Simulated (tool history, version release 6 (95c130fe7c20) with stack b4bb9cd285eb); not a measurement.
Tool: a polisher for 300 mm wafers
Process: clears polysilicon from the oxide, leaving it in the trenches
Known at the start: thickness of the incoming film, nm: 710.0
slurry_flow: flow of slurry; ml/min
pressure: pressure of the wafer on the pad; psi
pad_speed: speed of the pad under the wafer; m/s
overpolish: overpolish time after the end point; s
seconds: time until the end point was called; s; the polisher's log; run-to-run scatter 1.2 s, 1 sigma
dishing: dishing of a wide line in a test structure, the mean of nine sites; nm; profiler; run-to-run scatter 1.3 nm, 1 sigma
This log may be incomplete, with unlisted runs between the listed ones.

run	hour	slurry_flow	pressure	pad_speed	overpolish	seconds	dishing
1	0	180	1.8	1.14	21	64.766	70.185
2	3.4	180	1.7	1.14	19	69.349	68.13
3	7.6	180	1.6	1.14	17	73.526	64.747
4	10.4	180	1.6	1	17	82.274	64.844
5	18.8	180	1.6	1	10	83.329	49.827
6	20.9	180	1.6	1	7	83.02	42.551
7	24	180	1.6	1	8	80.571	45.102

For run 8, what comes out?
8	25.4	180	1.6	1	9	?	?

seconds: 82.429 s
dishing: 48.908 nm
